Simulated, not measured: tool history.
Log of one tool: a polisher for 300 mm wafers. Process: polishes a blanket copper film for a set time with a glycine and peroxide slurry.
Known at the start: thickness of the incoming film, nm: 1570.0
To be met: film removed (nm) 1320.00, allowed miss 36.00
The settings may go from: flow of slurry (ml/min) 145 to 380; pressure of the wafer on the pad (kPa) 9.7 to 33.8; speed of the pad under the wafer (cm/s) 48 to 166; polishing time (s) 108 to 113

run,day,flow of slurry (ml/min),pressure of the wafer on the pad (kPa),speed of the pad under the wafer (cm/s),polishing time (s),film removed (nm)
1,0.000,245,21.4,106,108,788.33
2,0.083,250,23.4,106,108,849.51
3,0.212,250,25.5,108,108,904.81
4,0.262,225,25.5,108,108,894.57
5,0.458,225,25.5,108,108,910.69
6,0.646,225,26.9,110,108,947.57
7,0.804,230,28.3,112,108,989.57
8,1.042,230,29.6,116,108,1078.20
9,1.100,235,30.3,118,108,1109.30
10,1.196,235,31.0,120,108,1145.40
11,1.296,235,31.7,122,108,1190.70
12,1.358,235,31.7,122,108,1176.10

Which of these 4 next moves meets every target?
A,1.421,250,33.8,134,111,?
B,1.421,275,33.8,130,113,?
C,1.421,200,33.8,96,112,?
D,1.421,215,33.8,126,113,?

move,film removed (nm)
A,1407.70
B,1411.30
C,1043.50
D,1333.60
A: takes the result that was furthest off past its target
B: takes the result that was furthest off past its target
C: further off than the last run
D: meets every target
Move D is the one to make.

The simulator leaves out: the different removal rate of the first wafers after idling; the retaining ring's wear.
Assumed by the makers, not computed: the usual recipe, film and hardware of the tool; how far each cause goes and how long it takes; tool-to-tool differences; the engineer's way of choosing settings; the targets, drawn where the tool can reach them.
